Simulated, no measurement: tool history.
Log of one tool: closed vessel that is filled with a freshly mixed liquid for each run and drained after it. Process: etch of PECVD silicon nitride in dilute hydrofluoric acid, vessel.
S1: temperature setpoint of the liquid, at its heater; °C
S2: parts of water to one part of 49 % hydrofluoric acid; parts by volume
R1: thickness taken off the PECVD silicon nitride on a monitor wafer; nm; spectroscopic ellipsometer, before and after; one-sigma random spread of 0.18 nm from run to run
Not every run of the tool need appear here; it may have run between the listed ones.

{"run": 1, "hour": 0.0, "S1": 21.0, "S2": 235, "time in the liquid (s)": 1265, "R1": 13.167}
{"run": 2, "hour": 4.0, "S1": 18.0, "S2": 235, "time in the liquid (s)": 1265, "R1": 11.083}
{"run": 3, "hour": 7.7, "S1": 20.5, "S2": 230, "time in the liquid (s)": 1265, "R1": 12.936}
{"run": 4, "hour": 9.7, "S1": 22.5, "S2": 225, "time in the liquid (s)": 1265, "R1": 15.364}
{"run": 5, "hour": 18.2, "S1": 22.5, "S2": 270, "time in the liquid (s)": 1265, "R1": 12.838}
{"run": 6, "hour": 26.4, "S1": 20.5, "S2": 270, "time in the liquid (s)": 1265, "R1": 11.189}
{"run": 7, "hour": 34.3, "S1": 22.5, "S2": 260, "time in the liquid (s)": 1265, "R1": 13.35}

What will run 8 give?
{"run": 8, "hour": 35.1, "S1": 24.0, "S2": 255, "time in the liquid (s)": 1265, "R1": "?"}

R1: 14.971 nm
